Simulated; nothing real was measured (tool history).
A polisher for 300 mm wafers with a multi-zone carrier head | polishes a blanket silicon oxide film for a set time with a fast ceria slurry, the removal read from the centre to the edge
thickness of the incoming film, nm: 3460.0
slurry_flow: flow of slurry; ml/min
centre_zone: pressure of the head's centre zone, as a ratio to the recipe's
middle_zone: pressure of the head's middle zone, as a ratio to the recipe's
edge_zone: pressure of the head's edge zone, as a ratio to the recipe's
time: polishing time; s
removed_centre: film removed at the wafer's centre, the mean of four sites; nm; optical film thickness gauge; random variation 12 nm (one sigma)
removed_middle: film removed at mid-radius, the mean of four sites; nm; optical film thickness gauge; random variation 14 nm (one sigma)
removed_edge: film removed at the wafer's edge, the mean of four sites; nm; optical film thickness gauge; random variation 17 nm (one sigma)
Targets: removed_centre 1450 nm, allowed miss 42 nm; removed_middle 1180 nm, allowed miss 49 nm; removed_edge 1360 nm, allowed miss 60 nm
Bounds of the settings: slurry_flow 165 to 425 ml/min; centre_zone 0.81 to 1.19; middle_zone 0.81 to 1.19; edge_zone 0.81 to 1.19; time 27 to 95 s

run 1 hour=0 | slurry_flow=275 centre_zone=1 middle_zone=1 edge_zone=1 time=61 | removed_centre=928.11 removed_middle=985.38 removed_edge=1042.7
run 2 hour=0.7 | slurry_flow=275 centre_zone=1 middle_zone=1 edge_zone=1.04 time=61 | removed_centre=929.56 removed_middle=976.24 removed_edge=1054.1
run 3 hour=7.2 | slurry_flow=275 centre_zone=1 middle_zone=1 edge_zone=1 time=61 | removed_centre=936.36 removed_middle=969.36 removed_edge=1015.3
run 4 hour=14.5 | slurry_flow=290 centre_zone=1.05 middle_zone=0.99 edge_zone=1.02 time=65 | removed_centre=1054.6 removed_middle=1045.4 removed_edge=1104.7
run 5 hour=21.3 | slurry_flow=290 centre_zone=0.97 middle_zone=0.99 edge_zone=1.02 time=65 | removed_centre=966.85 removed_middle=1047.9 removed_edge=1115.8
run 6 hour=21.8 | slurry_flow=295 centre_zone=1.03 middle_zone=0.97 edge_zone=1.04 time=68 | removed_centre=1081.4 removed_middle=1065 removed_edge=1190.4
run 7 hour=28.6 | slurry_flow=305 centre_zone=1.08 middle_zone=0.97 edge_zone=1.05 time=70 | removed_centre=1176.3 removed_middle=1094.4 removed_edge=1234.9
run 8 hour=36.3 | slurry_flow=310 centre_zone=1.11 middle_zone=0.97 edge_zone=1.05 time=72 | removed_centre=1234.2 removed_middle=1150.9 removed_edge=1250.3
run 9 hour=41.5 | slurry_flow=315 centre_zone=1.13 middle_zone=0.95 edge_zone=1.05 time=74 | removed_centre=1296.7 removed_middle=1158.9 removed_edge=1300.9
run 10 hour=48.6 | slurry_flow=315 centre_zone=1.13 middle_zone=0.95 edge_zone=1.05 time=74 | removed_centre=1302.3 removed_middle=1132 removed_edge=1293.3
run 11 hour=54.1 | slurry_flow=320 centre_zone=1.15 middle_zone=0.95 edge_zone=1.05 time=75 | removed_centre=1357.3 removed_middle=1178.2 removed_edge=1336.9
run 12 hour=56.7 | slurry_flow=325 centre_zone=1.16 middle_zone=0.94 edge_zone=1.04 time=75 | removed_centre=1357.3 removed_middle=1161.8 removed_edge=1322.6
run 13 hour=57.4 | slurry_flow=325 centre_zone=1.16 middle_zone=0.94 edge_zone=1.04 time=75 | removed_centre=1363.8 removed_middle=1160.1 removed_edge=1312.4
run 14 hour=58.1 | slurry_flow=330 centre_zone=1.17 middle_zone=0.94 edge_zone=1.04 time=76 | removed_centre=1374.9 removed_middle=1205 removed_edge=1331.3

4 next moves are on the table. One of them brings every result within its allowed miss. Which?
run A hour=58.8 | slurry_flow=380 centre_zone=1.19 middle_zone=0.9 edge_zone=1.02 time=77 | removed_centre=? removed_middle=? removed_edge=?
run B hour=58.8 | slurry_flow=315 centre_zone=1.12 middle_zone=0.96 edge_zone=1.01 time=77 | removed_centre=? removed_middle=? removed_edge=?
run C hour=58.8 | slurry_flow=305 centre_zone=1.16 middle_zone=0.94 edge_zone=1.02 time=73 | removed_centre=? removed_middle=? removed_edge=?
run D hour=58.8 | slurry_flow=335 centre_zone=1.04 middle_zone=0.92 edge_zone=1.1 time=78 | removed_centre=? removed_middle=? removed_edge=?

move=A removed_centre=1445.8 removed_middle=1178.7 removed_edge=1335.2
move=B removed_centre=1336.2 removed_middle=1224.4 removed_edge=1311.3
move=C removed_centre=1308 removed_middle=1136.8 removed_edge=1246.5
move=D removed_centre=1263 removed_middle=1204.1 removed_edge=1392.5
A: meets every target
B: further off than the last run
C: further off than the last run
D: further off than the last run
Move A is the one to make.

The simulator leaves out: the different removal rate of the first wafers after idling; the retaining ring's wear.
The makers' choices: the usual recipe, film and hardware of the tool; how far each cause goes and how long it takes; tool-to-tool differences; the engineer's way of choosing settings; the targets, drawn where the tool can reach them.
